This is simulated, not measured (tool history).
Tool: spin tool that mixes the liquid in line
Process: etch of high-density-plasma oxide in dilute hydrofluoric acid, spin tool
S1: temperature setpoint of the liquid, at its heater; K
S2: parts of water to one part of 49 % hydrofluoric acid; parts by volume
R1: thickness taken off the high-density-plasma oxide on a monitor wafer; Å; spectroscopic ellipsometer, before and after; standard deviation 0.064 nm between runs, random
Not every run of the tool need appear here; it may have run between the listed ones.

run 1 hour=0.0 | S1=299.15 S2=110 time_under_the_liquid_(s)=115 | R1=66.505
run 2 hour=4.9 | S1=299.15 S2=110 time_under_the_liquid_(s)=125 | R1=72.048
run 3 hour=8.0 | S1=299.65 S2=110 time_under_the_liquid_(s)=125 | R1=73.916
run 4 hour=12.1 | S1=299.65 S2=110 time_under_the_liquid_(s)=115 | R1=67.759
run 5 hour=16.4 | S1=300.15 S2=110 time_under_the_liquid_(s)=115 | R1=69.684
run 6 hour=21.2 | S1=303.15 S2=110 time_under_the_liquid_(s)=115 | R1=77.715

What does the tool deliver on the next run?
run 7 hour=28.0 | S1=303.65 S2=110 time_under_the_liquid_(s)=115 | R1=?

R1: 78.936 Å

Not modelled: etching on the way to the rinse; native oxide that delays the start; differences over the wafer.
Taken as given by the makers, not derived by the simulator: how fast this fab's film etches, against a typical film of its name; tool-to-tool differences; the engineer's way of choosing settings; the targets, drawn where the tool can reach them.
